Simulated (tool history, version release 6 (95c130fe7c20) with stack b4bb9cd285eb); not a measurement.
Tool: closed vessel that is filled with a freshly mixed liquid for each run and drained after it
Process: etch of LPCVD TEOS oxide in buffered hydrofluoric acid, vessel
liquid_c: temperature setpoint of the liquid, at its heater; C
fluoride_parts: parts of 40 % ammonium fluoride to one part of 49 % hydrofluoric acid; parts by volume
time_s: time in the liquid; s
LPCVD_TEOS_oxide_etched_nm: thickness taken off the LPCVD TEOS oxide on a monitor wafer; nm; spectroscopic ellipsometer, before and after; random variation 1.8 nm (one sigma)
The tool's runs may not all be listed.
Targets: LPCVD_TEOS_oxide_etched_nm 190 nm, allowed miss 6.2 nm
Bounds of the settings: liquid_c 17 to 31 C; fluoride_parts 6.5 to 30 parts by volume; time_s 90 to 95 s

run	hour	liquid_c	fluoride_parts	time_s	LPCVD_TEOS_oxide_etched_nm
1	0	23	19.5	90	116.46
2	2.8	21	19.5	90	103.58
3	9.6	23	19	90	118.86
4	17.1	23	19	95	125.82
5	18.4	21.5	19	95	114.43
6	26.8	23	19	95	125.64
7	29	24.5	19	95	136.53
8	35	24.5	19	95	136.07
9	38.8	25.5	19	95	142.85
10	47.6	26.5	19	95	151.22
11	52.2	27.5	19	95	163.63
12	59.2	28	19	95	166.05
13	67	28.5	19	95	169.06

Which of these 4 next moves meets every target?
A	74.8	21.5	10.5	95	?
B	74.8	30	18	95	?
C	74.8	30.5	17.5	95	?
D	74.8	22.5	10.5	90	?

move	LPCVD_TEOS_oxide_etched_nm
A	203.56
B	190.01
C	200.55
D	203.8
A: takes the result that was furthest off past its target
B: meets every target
C: takes the result that was furthest off past its target
D: takes the result that was furthest off past its target
Move B is the one to make.
